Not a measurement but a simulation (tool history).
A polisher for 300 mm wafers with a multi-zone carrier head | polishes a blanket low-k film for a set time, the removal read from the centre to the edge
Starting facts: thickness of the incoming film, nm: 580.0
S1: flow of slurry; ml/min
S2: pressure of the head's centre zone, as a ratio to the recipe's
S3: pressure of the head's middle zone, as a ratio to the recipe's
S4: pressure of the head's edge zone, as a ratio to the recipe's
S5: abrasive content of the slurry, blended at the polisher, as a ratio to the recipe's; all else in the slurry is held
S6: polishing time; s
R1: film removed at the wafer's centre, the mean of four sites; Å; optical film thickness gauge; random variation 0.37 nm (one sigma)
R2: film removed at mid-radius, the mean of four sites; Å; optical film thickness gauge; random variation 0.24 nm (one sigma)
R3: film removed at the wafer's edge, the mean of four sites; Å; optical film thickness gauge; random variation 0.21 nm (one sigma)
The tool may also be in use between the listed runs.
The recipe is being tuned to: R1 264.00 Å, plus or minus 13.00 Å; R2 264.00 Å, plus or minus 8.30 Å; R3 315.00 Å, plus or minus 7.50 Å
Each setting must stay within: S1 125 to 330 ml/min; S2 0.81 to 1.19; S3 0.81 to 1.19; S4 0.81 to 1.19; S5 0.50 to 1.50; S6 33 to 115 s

{"run": 1, "day": 0.0, "S1": 210, "S2": 1.0, "S3": 1.0, "S4": 1.0, "S5": 1.0, "S6": 73, "R1": 276.84, "R2": 278.23, "R3": 280.6}
{"run": 2, "day": 0.167, "S1": 210, "S2": 1.0, "S3": 1.0, "S4": 1.0, "S5": 1.0, "S6": 66, "R1": 252.13, "R2": 250.28, "R3": 249.23}
{"run": 3, "day": 0.271, "S1": 210, "S2": 1.0, "S3": 1.0, "S4": 1.05, "S5": 1.0, "S6": 66, "R1": 245.02, "R2": 249.17, "R3": 253.59}
{"run": 4, "day": 0.5, "S1": 210, "S2": 1.0, "S3": 1.0, "S4": 1.05, "S5": 0.85, "S6": 66, "R1": 228.59, "R2": 233.35, "R3": 239.6}
{"run": 5, "day": 0.612, "S1": 210, "S2": 1.0, "S3": 1.0, "S4": 1.05, "S5": 0.85, "S6": 77, "R1": 270.2, "R2": 269.35, "R3": 277.93}
{"run": 6, "day": 0.871, "S1": 210, "S2": 0.93, "S3": 1.0, "S4": 1.05, "S5": 0.85, "S6": 77, "R1": 258.36, "R2": 271.94, "R3": 279.42}
{"run": 7, "day": 0.9, "S1": 220, "S2": 0.92, "S3": 0.97, "S4": 1.1, "S5": 0.9, "S6": 77, "R1": 256.87, "R2": 271.02, "R3": 291.89}
{"run": 8, "day": 1.083, "S1": 225, "S2": 0.92, "S3": 0.95, "S4": 1.13, "S5": 0.95, "S6": 77, "R1": 269.23, "R2": 273.49, "R3": 307.48}
{"run": 9, "day": 1.208, "S1": 225, "S2": 0.91, "S3": 0.94, "S4": 1.14, "S5": 0.95, "S6": 77, "R1": 268.91, "R2": 266.76, "R3": 307.34}
{"run": 10, "day": 1.475, "S1": 225, "S2": 0.9, "S3": 0.94, "S4": 1.15, "S5": 0.95, "S6": 77, "R1": 259.28, "R2": 278.82, "R3": 306.15}

4 candidate next runs follow, results not yet known. Just one meets every target within its allowed miss. Identify it.
{"run": "A", "day": 1.742, "S1": 250, "S2": 0.82, "S3": 1.0, "S4": 1.19, "S5": 1.0, "S6": 74, "R1": "?", "R2": "?", "R3": "?"}
{"run": "B", "day": 1.742, "S1": 240, "S2": 0.9, "S3": 0.89, "S4": 1.19, "S5": 0.9, "S6": 78, "R1": "?", "R2": "?", "R3": "?"}
{"run": "C", "day": 1.742, "S1": 245, "S2": 0.91, "S3": 0.87, "S4": 1.04, "S5": 0.7, "S6": 88, "R1": "?", "R2": "?", "R3": "?"}
{"run": "D", "day": 1.742, "S1": 270, "S2": 0.95, "S3": 0.91, "S4": 1.1, "S5": 0.95, "S6": 75, "R1": "?", "R2": "?", "R3": "?"}

move=A R1=242.24 R2=292.34 R3=310.20
move=B R1=261.24 R2=265.77 R3=311.83
move=C R1=265.95 R2=263.17 R3=294.60
move=D R1=272.97 R2=270.27 R3=298.42
A: misses by more than the last run did
B: each result inside its tolerance
C: puts the biggest miss on target and leaves a different result outside tolerance
D: puts the biggest miss on target and leaves a different result outside tolerance
Correct choice: B, which meets every target
